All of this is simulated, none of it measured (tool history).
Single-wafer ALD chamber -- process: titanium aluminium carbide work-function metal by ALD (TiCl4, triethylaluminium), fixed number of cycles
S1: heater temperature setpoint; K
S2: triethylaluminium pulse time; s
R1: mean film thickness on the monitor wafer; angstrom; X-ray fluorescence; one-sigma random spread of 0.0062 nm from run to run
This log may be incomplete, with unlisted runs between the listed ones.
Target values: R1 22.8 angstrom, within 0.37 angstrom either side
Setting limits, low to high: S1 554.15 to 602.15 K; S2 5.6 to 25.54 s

Run 1, hour 0: S1 578.15 K, S2 15.57 s. Result: R1 21.162 angstrom.
Run 2, hour 2.4: S1 574.15 K, S2 15.57 s. Result: R1 20.729 angstrom.
Run 3, hour 3.7: S1 568.15 K, S2 15.57 s. Result: R1 20.119 angstrom.
Run 4, hour 8: S1 568.15 K, S2 11.41 s. Result: R1 19.851 angstrom.
Run 5, hour 9.4: S1 562.15 K, S2 11.41 s. Result: R1 19.42 angstrom.
Run 6, hour 18.3: S1 571.15 K, S2 12.42 s. Result: R1 20.296 angstrom.
Run 7, hour 26.5: S1 577.15 K, S2 12.89 s. Result: R1 20.861 angstrom.
Run 8, hour 27.8: S1 582.15 K, S2 13.37 s. Result: R1 21.363 angstrom.
Run 9, hour 31: S1 585.15 K, S2 13.75 s. Result: R1 21.717 angstrom.
Run 10, hour 36.5: S1 588.15 K, S2 14.01 s. Result: R1 22.056 angstrom.
Run 11, hour 42.8: S1 590.15 K, S2 14.18 s. Result: R1 22.217 angstrom.
Run 12, hour 43.4: S1 591.15 K, S2 14.32 s. Result: R1 22.383 angstrom.

Exactly one of the 5 candidate moves below puts every result within its allowed miss. Which one?
Run A, hour 44: S1 582.15 K, S2 16.14 s. Result: R1 ?.
Run B, hour 44: S1 595.15 K, S2 13.18 s. Result: R1 ?.
Run C, hour 44: S1 587.15 K, S2 16.8 s. Result: R1 ?.
Run D, hour 44: S1 589.15 K, S2 12.94 s. Result: R1 ?.
Run E, hour 44: S1 586.15 K, S2 17 s. Result: R1 ?.

move      R1
   A  21.523
   B  22.692
   C  22.026
   D  22.093
   E  21.932
A: misses by more than the last run did
B: each result inside its tolerance
C: misses by more than the last run did
D: misses by more than the last run did
E: misses by more than the last run did
Correct choice: B, which meets every target
